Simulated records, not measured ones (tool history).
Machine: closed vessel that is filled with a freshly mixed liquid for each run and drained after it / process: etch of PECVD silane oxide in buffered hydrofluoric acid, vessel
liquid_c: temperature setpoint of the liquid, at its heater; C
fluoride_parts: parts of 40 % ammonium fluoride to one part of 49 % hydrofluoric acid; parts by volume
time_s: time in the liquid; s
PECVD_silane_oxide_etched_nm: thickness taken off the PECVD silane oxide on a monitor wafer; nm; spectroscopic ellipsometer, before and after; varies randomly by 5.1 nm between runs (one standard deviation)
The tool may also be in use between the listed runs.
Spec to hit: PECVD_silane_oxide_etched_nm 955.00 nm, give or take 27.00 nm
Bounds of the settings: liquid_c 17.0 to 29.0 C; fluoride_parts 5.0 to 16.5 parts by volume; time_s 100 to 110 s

Run 1, hour 0.0: liquid_c 21.0 C, fluoride_parts 10.0 parts by volume, time_s 100 s. Result: PECVD_silane_oxide_etched_nm 409.59 nm.
Run 2, hour 6.2: liquid_c 22.0 C, fluoride_parts 9.5 parts by volume, time_s 100 s. Result: PECVD_silane_oxide_etched_nm 450.25 nm.
Run 3, hour 15.2: liquid_c 24.0 C, fluoride_parts 9.5 parts by volume, time_s 100 s. Result: PECVD_silane_oxide_etched_nm 501.09 nm.
Run 4, hour 18.6: liquid_c 25.5 C, fluoride_parts 9.5 parts by volume, time_s 100 s. Result: PECVD_silane_oxide_etched_nm 539.32 nm.
Run 5, hour 26.8: liquid_c 26.0 C, fluoride_parts 9.0 parts by volume, time_s 100 s. Result: PECVD_silane_oxide_etched_nm 572.83 nm.
Run 6, hour 33.0: liquid_c 26.0 C, fluoride_parts 9.0 parts by volume, time_s 100 s. Result: PECVD_silane_oxide_etched_nm 577.73 nm.
Run 7, hour 35.0: liquid_c 26.5 C, fluoride_parts 8.5 parts by volume, time_s 100 s. Result: PECVD_silane_oxide_etched_nm 627.10 nm.
Run 8, hour 36.8: liquid_c 27.0 C, fluoride_parts 8.0 parts by volume, time_s 100 s. Result: PECVD_silane_oxide_etched_nm 694.31 nm.
Run 9, hour 42.7: liquid_c 27.5 C, fluoride_parts 7.5 parts by volume, time_s 100 s. Result: PECVD_silane_oxide_etched_nm 761.66 nm.
Run 10, hour 51.4: liquid_c 28.5 C, fluoride_parts 7.0 parts by volume, time_s 100 s. Result: PECVD_silane_oxide_etched_nm 864.47 nm.

Below are 4 possible settings for the next run. Only one of them brings all results inside the allowed miss of their targets. Which is it?
Run A, hour 60.1: liquid_c 29.0 C, fluoride_parts 6.5 parts by volume, time_s 100 s. Result: PECVD_silane_oxide_etched_nm ?.
Run B, hour 60.1: liquid_c 24.5 C, fluoride_parts 5.0 parts by volume, time_s 110 s. Result: PECVD_silane_oxide_etched_nm ?.
Run C, hour 60.1: liquid_c 27.0 C, fluoride_parts 5.5 parts by volume, time_s 105 s. Result: PECVD_silane_oxide_etched_nm ?.
Run D, hour 60.1: liquid_c 27.0 C, fluoride_parts 6.5 parts by volume, time_s 105 s. Result: PECVD_silane_oxide_etched_nm ?.

move  PECVD_silane_oxide_etched_nm
   A                        945.93
   B                       1022.90
   C                       1030.40
   D                        893.31
A: all results in spec
B: moves the result that the last run missed by most past its target, out the other side
C: moves the result that the last run missed by most past its target, out the other side
D: better than the last run, though not everything is in spec
Move A is the one to make.

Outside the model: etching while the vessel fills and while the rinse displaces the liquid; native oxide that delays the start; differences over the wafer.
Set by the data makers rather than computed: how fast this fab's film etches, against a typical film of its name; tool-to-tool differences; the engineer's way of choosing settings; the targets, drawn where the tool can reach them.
